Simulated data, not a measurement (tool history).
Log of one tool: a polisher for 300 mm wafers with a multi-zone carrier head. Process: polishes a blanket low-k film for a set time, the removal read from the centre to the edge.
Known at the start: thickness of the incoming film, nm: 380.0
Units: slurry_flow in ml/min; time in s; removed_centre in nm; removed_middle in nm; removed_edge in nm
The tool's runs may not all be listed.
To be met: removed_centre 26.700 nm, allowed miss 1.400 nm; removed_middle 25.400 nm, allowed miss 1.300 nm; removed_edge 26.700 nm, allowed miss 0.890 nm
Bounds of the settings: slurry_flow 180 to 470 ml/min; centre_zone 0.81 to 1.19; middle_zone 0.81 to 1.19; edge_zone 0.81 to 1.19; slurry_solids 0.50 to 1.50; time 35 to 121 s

{"run": 1, "hour": 0.0, "slurry_flow": 300, "centre_zone": 1.0, "middle_zone": 1.0, "edge_zone": 1.0, "slurry_solids": 1.0, "time": 78, "removed_centre": 21.497, "removed_middle": 21.297, "removed_edge": 21.413}
{"run": 2, "hour": 1.3, "slurry_flow": 330, "centre_zone": 1.0, "middle_zone": 1.0, "edge_zone": 1.0, "slurry_solids": 1.0, "time": 78, "removed_centre": 21.564, "removed_middle": 21.303, "removed_edge": 20.863}
{"run": 3, "hour": 9.7, "slurry_flow": 325, "centre_zone": 1.01, "middle_zone": 1.0, "edge_zone": 1.02, "slurry_solids": 1.05, "time": 78, "removed_centre": 22.28, "removed_middle": 22.034, "removed_edge": 22.228}
{"run": 4, "hour": 16.2, "slurry_flow": 325, "centre_zone": 1.01, "middle_zone": 1.0, "edge_zone": 1.02, "slurry_solids": 1.05, "time": 60, "removed_centre": 16.62, "removed_middle": 16.882, "removed_edge": 16.902}
{"run": 5, "hour": 23.8, "slurry_flow": 275, "centre_zone": 1.01, "middle_zone": 1.0, "edge_zone": 1.02, "slurry_solids": 1.05, "time": 60, "removed_centre": 16.903, "removed_middle": 16.594, "removed_edge": 16.812}
{"run": 6, "hour": 26.5, "slurry_flow": 275, "centre_zone": 1.02, "middle_zone": 1.0, "edge_zone": 1.03, "slurry_solids": 1.1, "time": 62, "removed_centre": 18.046, "removed_middle": 17.684, "removed_edge": 17.619}
{"run": 7, "hour": 27.3, "slurry_flow": 280, "centre_zone": 1.01, "middle_zone": 0.92, "edge_zone": 1.13, "slurry_solids": 1.35, "time": 80, "removed_centre": 23.754, "removed_middle": 22.448, "removed_edge": 25.349}
{"run": 8, "hour": 31.4, "slurry_flow": 285, "centre_zone": 1.02, "middle_zone": 0.93, "edge_zone": 1.13, "slurry_solids": 1.35, "time": 80, "removed_centre": 24.556, "removed_middle": 23.282, "removed_edge": 25.778}

4 next moves are on the table. One of them brings every result within its allowed miss. Which?
{"run": "A", "hour": 35.5, "slurry_flow": 270, "centre_zone": 1.13, "middle_zone": 0.94, "edge_zone": 1.0, "slurry_solids": 1.5, "time": 85, "removed_centre": "?", "removed_middle": "?", "removed_edge": "?"}
{"run": "B", "hour": 35.5, "slurry_flow": 415, "centre_zone": 0.99, "middle_zone": 0.94, "edge_zone": 1.01, "slurry_solids": 1.3, "time": 87, "removed_centre": "?", "removed_middle": "?", "removed_edge": "?"}
{"run": "C", "hour": 35.5, "slurry_flow": 280, "centre_zone": 1.01, "middle_zone": 1.13, "edge_zone": 1.09, "slurry_solids": 1.25, "time": 81, "removed_centre": "?", "removed_middle": "?", "removed_edge": "?"}
{"run": "D", "hour": 35.5, "slurry_flow": 370, "centre_zone": 1.16, "middle_zone": 1.05, "edge_zone": 0.96, "slurry_solids": 1.25, "time": 90, "removed_centre": "?", "removed_middle": "?", "removed_edge": "?"}

move=A removed_centre=28.869 removed_middle=25.473 removed_edge=26.436
move=B removed_centre=26.627 removed_middle=25.841 removed_edge=26.681
move=C removed_centre=23.876 removed_middle=26.750 removed_edge=24.657
move=D removed_centre=30.313 removed_middle=28.663 removed_edge=26.356
A: brings the result that was furthest off to its target, and leaves another outside
B: meets every target
C: takes the result that was furthest off past its target
D: takes the result that was furthest off past its target
The right move is B.
